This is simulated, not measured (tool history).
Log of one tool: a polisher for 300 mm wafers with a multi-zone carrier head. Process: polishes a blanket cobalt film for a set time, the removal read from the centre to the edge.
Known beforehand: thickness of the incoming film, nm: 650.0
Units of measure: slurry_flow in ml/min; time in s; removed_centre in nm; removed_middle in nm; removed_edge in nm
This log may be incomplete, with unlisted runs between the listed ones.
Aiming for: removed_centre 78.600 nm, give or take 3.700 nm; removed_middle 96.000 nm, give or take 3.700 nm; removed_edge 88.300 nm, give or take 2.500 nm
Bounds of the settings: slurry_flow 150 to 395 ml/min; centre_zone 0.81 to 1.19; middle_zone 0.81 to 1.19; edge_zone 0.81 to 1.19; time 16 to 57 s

run 1 day=0.000 | slurry_flow=250 centre_zone=1.00 middle_zone=1.00 edge_zone=1.00 time=36 | removed_centre=106.440 removed_middle=109.600 removed_edge=110.810
run 2 day=0.054 | slurry_flow=245 centre_zone=0.98 middle_zone=1.01 edge_zone=0.98 time=35 | removed_centre=102.860 removed_middle=107.690 removed_edge=106.270
run 3 day=0.108 | slurry_flow=215 centre_zone=0.98 middle_zone=1.01 edge_zone=0.98 time=35 | removed_centre=101.290 removed_middle=104.680 removed_edge=104.680
run 4 day=0.196 | slurry_flow=215 centre_zone=0.98 middle_zone=1.01 edge_zone=0.93 time=35 | removed_centre=102.370 removed_middle=106.620 removed_edge=104.460
run 5 day=0.550 | slurry_flow=215 centre_zone=0.96 middle_zone=1.02 edge_zone=0.93 time=34 | removed_centre=96.223 removed_middle=102.610 removed_edge=100.590
run 6 day=0.883 | slurry_flow=215 centre_zone=0.94 middle_zone=1.03 edge_zone=0.92 time=33 | removed_centre=96.091 removed_middle=100.280 removed_edge=97.956
run 7 day=0.942 | slurry_flow=205 centre_zone=0.92 middle_zone=1.06 edge_zone=0.94 time=32 | removed_centre=89.250 removed_middle=99.882 removed_edge=93.777
run 8 day=1.196 | slurry_flow=200 centre_zone=0.90 middle_zone=1.07 edge_zone=0.94 time=32 | removed_centre=84.329 removed_middle=98.930 removed_edge=94.015
run 9 day=1.571 | slurry_flow=195 centre_zone=0.90 middle_zone=1.08 edge_zone=0.93 time=32 | removed_centre=86.972 removed_middle=100.350 removed_edge=91.589
run 10 day=1.829 | slurry_flow=190 centre_zone=0.89 middle_zone=1.08 edge_zone=0.93 time=32 | removed_centre=87.131 removed_middle=100.700 removed_edge=93.922
run 11 day=2.062 | slurry_flow=190 centre_zone=0.82 middle_zone=1.08 edge_zone=0.86 time=30 | removed_centre=74.976 removed_middle=92.711 removed_edge=85.136

Below are 4 possible settings for the next run. Only one of them brings all results inside the allowed miss of their targets. Which is it?
run A day=2.296 | slurry_flow=270 centre_zone=0.88 middle_zone=1.14 edge_zone=0.96 time=29 | removed_centre=? removed_middle=? removed_edge=?
run B day=2.296 | slurry_flow=195 centre_zone=0.86 middle_zone=1.12 edge_zone=0.83 time=30 | removed_centre=? removed_middle=? removed_edge=?
run C day=2.296 | slurry_flow=150 centre_zone=0.82 middle_zone=1.04 edge_zone=0.95 time=33 | removed_centre=? removed_middle=? removed_edge=?
run D day=2.296 | slurry_flow=190 centre_zone=0.92 middle_zone=1.07 edge_zone=0.87 time=31 | removed_centre=? removed_middle=? removed_edge=?

move=A removed_centre=79.955 removed_middle=95.354 removed_edge=87.125
move=B removed_centre=77.565 removed_middle=93.570 removed_edge=83.832
move=C removed_centre=78.191 removed_middle=93.968 removed_edge=92.769
move=D removed_centre=83.968 removed_middle=93.588 removed_edge=87.537
A: in spec on every target
B: its largest miss is bigger than the last run's
C: takes the result that was furthest off past its target
D: puts the biggest miss on target and leaves a different result outside tolerance
So the answer is move A, the one that meets all the targets.
